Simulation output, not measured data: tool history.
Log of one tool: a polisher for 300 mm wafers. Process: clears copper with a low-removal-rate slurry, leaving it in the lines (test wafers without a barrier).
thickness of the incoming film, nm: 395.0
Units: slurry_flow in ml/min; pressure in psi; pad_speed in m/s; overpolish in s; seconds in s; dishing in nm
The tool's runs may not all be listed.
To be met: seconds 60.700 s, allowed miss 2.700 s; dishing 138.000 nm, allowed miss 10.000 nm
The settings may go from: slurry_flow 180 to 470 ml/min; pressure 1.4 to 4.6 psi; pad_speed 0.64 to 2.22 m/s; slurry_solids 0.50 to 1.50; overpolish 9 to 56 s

| run | day | slurry_flow | pressure | pad_speed | slurry_solids | overpolish | seconds | dishing |
|---|---|---|---|---|---|---|---|---|
| 1 | 0.000 | 300 | 3.0 | 1.42 | 1.00 | 29 | 99.575 | 76.406 |
| 2 | 0.092 | 300 | 3.0 | 1.74 | 1.00 | 29 | 80.169 | 85.032 |
| 3 | 0.417 | 300 | 3.0 | 1.74 | 0.80 | 29 | 84.495 | 78.423 |
| 4 | 0.542 | 300 | 2.5 | 1.74 | 0.80 | 29 | 96.436 | 76.604 |
| 5 | 0.808 | 305 | 2.8 | 1.76 | 0.80 | 32 | 88.590 | 82.697 |
| 6 | 0.892 | 305 | 2.5 | 1.76 | 0.80 | 32 | 96.410 | 74.549 |
| 7 | 1.079 | 305 | 2.8 | 1.76 | 0.80 | 35 | 89.852 | 90.213 |
| 8 | 1.200 | 305 | 3.1 | 1.76 | 0.80 | 36 | 79.653 | 99.025 |
| 9 | 1.421 | 305 | 3.3 | 1.76 | 0.80 | 37 | 78.146 | 100.590 |
| 10 | 1.796 | 305 | 3.5 | 1.76 | 0.80 | 38 | 74.352 | 105.640 |
| 11 | 1.938 | 305 | 3.6 | 1.76 | 0.80 | 39 | 73.001 | 108.620 |
| 12 | 2.046 | 305 | 3.7 | 1.76 | 0.80 | 40 | 72.208 | 112.900 |
| 13 | 2.100 | 305 | 3.8 | 1.76 | 0.80 | 41 | 68.460 | 115.470 |
| 14 | 2.125 | 305 | 4.1 | 1.78 | 0.80 | 46 | 63.858 | 121.910 |
| 15 | 2.371 | 305 | 4.1 | 1.78 | 0.80 | 48 | 64.979 | 134.120 |

Which of these 4 next moves meets every target?
| A | 2.617 | 185 | 4.6 | 1.66 | 0.75 | 44 | ? | ? |
| B | 2.617 | 270 | 3.9 | 1.90 | 0.90 | 50 | ? | ? |
| C | 2.617 | 305 | 3.8 | 1.84 | 0.80 | 56 | ? | ? |
| D | 2.617 | 285 | 4.3 | 1.50 | 1.05 | 56 | ? | ? |

| move | seconds | dishing |
|---|---|---|
| A | 67.476 | 130.110 |
| B | 62.199 | 140.080 |
| C | 66.898 | 141.800 |
| D | 69.118 | 142.580 |
A: further off than the last run
B: meets every target
C: further off than the last run
D: further off than the last run
The right move is B.
